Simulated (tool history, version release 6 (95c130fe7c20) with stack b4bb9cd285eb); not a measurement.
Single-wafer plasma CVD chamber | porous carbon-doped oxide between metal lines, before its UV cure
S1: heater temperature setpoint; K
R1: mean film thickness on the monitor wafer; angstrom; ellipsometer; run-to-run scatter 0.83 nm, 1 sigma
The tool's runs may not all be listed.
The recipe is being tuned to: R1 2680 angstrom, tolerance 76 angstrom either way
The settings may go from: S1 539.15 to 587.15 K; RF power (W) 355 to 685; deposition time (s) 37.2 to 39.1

Run 1, day 0: S1 563.15 K, RF power (W) 520, deposition time (s) 39.1. Result: R1 2143.3 angstrom.
Run 2, day 0.329: S1 563.15 K, RF power (W) 520, deposition time (s) 37.2. Result: R1 2039.1 angstrom.
Run 3, day 0.521: S1 561.15 K, RF power (W) 535, deposition time (s) 37.3. Result: R1 2092.9 angstrom.
Run 4, day 0.592: S1 560.15 K, RF power (W) 550, deposition time (s) 37.5. Result: R1 2158.9 angstrom.
Run 5, day 0.8: S1 559.15 K, RF power (W) 560, deposition time (s) 37.7. Result: R1 2212.2 angstrom.
Run 6, day 0.892: S1 558.15 K, RF power (W) 570, deposition time (s) 37.8. Result: R1 2245.2 angstrom.
Run 7, day 1.196: S1 557.15 K, RF power (W) 580, deposition time (s) 37.9. Result: R1 2298.1 angstrom.
Run 8, day 1.404: S1 556.15 K, RF power (W) 585, deposition time (s) 38. Result: R1 2324 angstrom.
Run 9, day 1.683: S1 555.15 K, RF power (W) 590, deposition time (s) 38.1. Result: R1 2349.6 angstrom.
Run 10, day 1.733: S1 554.15 K, RF power (W) 595, deposition time (s) 38.2. Result: R1 2394.5 angstrom.

Exactly one of the 5 candidate moves below puts every result within its allowed miss. Which one?
Run A, day 1.783: S1 550.15 K, RF power (W) 660, deposition time (s) 39.1. Result: R1 ?.
Run B, day 1.783: S1 560.15 K, RF power (W) 620, deposition time (s) 37.2. Result: R1 ?.
Run C, day 1.783: S1 564.15 K, RF power (W) 540, deposition time (s) 38.3. Result: R1 ?.
Run D, day 1.783: S1 554.15 K, RF power (W) 505, deposition time (s) 39.1. Result: R1 ?.
Run E, day 1.783: S1 561.15 K, RF power (W) 600, deposition time (s) 37.2. Result: R1 ?.

move      R1
   A  2651.9
   B    2297
   C  2125.9
   D  2202.4
   E  2239.3
A: meets every target
B: moves away from the targets compared with the last run
C: moves away from the targets compared with the last run
D: moves away from the targets compared with the last run
E: moves away from the targets compared with the last run
Go with A: it meets all targets.
